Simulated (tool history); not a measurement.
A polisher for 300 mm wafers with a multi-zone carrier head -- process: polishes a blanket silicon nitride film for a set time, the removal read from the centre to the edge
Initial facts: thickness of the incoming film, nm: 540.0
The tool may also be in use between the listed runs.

run    day  flow of slurry (ml/min)  pressure of the head's centre zone  pressure of the head's middle zone  pressure of the head's edge zone  polishing time (s)  film removed at the wafer's centre (nm)  film removed at mid-radius (nm)  film removed at the wafer's edge (nm)
  1      0                      180                                   1                                   1                                 1                  76                                    79.62                           81.865                                 80.388
  2  0.321                      180                                   1                                1.03                                 1                  76                                   79.679                            84.42                                 78.981
  3  0.492                      175                                0.99                                1.04                              0.97                  70                                   73.112                           76.331                                 71.011
  4  0.738                      215                                0.99                                1.04                              0.97                  70                                   73.883                            78.68                                 75.351
  5  0.925                      195                                0.96                                1.05                              0.93                  67                                   69.034                           76.293                                 68.755
  6  1.083                      180                                0.94                                1.04                               0.9                  65                                   64.289                           70.612                                 64.876

Estimate the outcome of run 7 from the log above:
     1.242  -- worn pad replaced by a new one
  7  1.242                      165                                0.93                                1.05                              0.87                  64                                        ?                                ?                                      ?

film removed at the wafer's centre (nm): 65.445
film removed at mid-radius (nm): 72.345
film removed at the wafer's edge (nm): 66.085
